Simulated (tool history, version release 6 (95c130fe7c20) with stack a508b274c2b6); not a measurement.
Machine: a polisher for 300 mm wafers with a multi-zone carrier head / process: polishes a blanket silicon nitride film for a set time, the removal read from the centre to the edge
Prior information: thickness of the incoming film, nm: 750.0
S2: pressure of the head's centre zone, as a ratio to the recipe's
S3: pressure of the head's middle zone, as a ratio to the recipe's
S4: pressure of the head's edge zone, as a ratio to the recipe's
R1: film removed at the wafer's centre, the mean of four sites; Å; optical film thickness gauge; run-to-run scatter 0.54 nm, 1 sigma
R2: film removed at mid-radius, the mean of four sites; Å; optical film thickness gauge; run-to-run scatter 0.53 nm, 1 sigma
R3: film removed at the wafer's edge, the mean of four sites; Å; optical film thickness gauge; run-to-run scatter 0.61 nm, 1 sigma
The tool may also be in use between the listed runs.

{"run": 1, "day": 0.0, "flow of slurry (ml/min)": 155, "S2": 1.0, "S3": 1.0, "S4": 1.0, "polishing time (s)": 32, "R1": 449.86, "R2": 441.6, "R3": 441.8}
{"run": 2, "day": 0.033, "flow of slurry (ml/min)": 160, "S2": 0.98, "S3": 1.0, "S4": 1.03, "polishing time (s)": 32, "R1": 440.86, "R2": 442.76, "R3": 446.79}
{"run": 3, "day": 0.358, "flow of slurry (ml/min)": 160, "S2": 0.98, "S3": 1.0, "S4": 1.06, "polishing time (s)": 32, "R1": 455.99, "R2": 448.92, "R3": 452.25}
{"run": 4, "day": 0.546, "flow of slurry (ml/min)": 155, "S2": 0.96, "S3": 1.0, "S4": 1.07, "polishing time (s)": 33, "R1": 439.17, "R2": 463.4, "R3": 454.13}
{"run": 5, "day": 0.621, "flow of slurry (ml/min)": 160, "S2": 0.94, "S3": 0.98, "S4": 1.08, "polishing time (s)": 34, "R1": 458.1, "R2": 469.42, "R3": 471.01}
{"run": 6, "day": 0.896, "flow of slurry (ml/min)": 160, "S2": 0.88, "S3": 0.98, "S4": 1.08, "polishing time (s)": 34, "R1": 415.98, "R2": 469.7, "R3": 480.42}
{"day": 1.133, "done": "edge zone pressure recalibrated"}
{"run": 7, "day": 1.133, "flow of slurry (ml/min)": 165, "S2": 0.87, "S3": 0.97, "S4": 1.08, "polishing time (s)": 34, "R1": 419.03, "R2": 466.2, "R3": 504.12}
{"run": 8, "day": 1.433, "flow of slurry (ml/min)": 170, "S2": 0.87, "S3": 0.98, "S4": 1.08, "polishing time (s)": 34, "R1": 420.98, "R2": 464.38, "R3": 498.01}
{"run": 9, "day": 1.796, "flow of slurry (ml/min)": 175, "S2": 0.87, "S3": 0.99, "S4": 1.08, "polishing time (s)": 34, "R1": 427.44, "R2": 476.41, "R3": 495.6}

What does the tool deliver on the next run?
{"run": 10, "day": 1.946, "flow of slurry (ml/min)": 175, "S2": 0.86, "S3": 0.99, "S4": 1.08, "polishing time (s)": 34, "R1": "?", "R2": "?", "R3": "?"}

{"run 10": {"R1": 408.05, "R2": 478.08, "R3": 504.08}}
